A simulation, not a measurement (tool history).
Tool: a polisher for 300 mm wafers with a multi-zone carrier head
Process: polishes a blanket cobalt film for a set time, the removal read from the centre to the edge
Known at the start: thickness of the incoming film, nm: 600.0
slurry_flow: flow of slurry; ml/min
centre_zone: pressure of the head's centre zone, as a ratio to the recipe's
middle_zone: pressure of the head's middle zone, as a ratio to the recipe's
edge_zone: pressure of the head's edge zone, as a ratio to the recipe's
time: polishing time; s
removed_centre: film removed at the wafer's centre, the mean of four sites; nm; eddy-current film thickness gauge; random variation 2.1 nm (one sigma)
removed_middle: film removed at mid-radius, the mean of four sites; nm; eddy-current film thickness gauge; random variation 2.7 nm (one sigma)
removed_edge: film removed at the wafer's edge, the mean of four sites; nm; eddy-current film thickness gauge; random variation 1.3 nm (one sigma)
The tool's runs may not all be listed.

run,hour,slurry_flow,centre_zone,middle_zone,edge_zone,time,removed_centre,removed_middle,removed_edge
1,0.0,200,1.00,1.00,1.00,51,216.12,208.28,216.88
2,1.1,200,1.03,1.00,1.00,51,226.43,209.70,215.70
3,3.7,200,1.03,1.06,1.00,51,222.81,218.20,213.72
4,9.9,200,1.03,1.06,1.07,51,222.96,220.73,219.46
5,13.7,200,0.98,1.06,1.07,51,210.30,214.81,220.37
6,19.8,200,0.92,1.06,1.07,51,199.41,216.64,222.30
7,25.4,195,0.97,1.04,1.03,50,205.50,210.52,209.86
8,32.3,190,1.00,1.02,1.01,50,213.29,211.25,210.53
9,35.3,190,1.00,1.02,1.01,50,212.24,209.38,211.87
10,36.2,195,1.03,1.01,0.99,49,214.29,200.48,202.44

The next listed run, before its measurement:
11,44.6,195,1.05,1.00,0.98,49,?,?,?

removed_centre: 218.29 nm
removed_middle: 197.24 nm
removed_edge: 202.60 nm
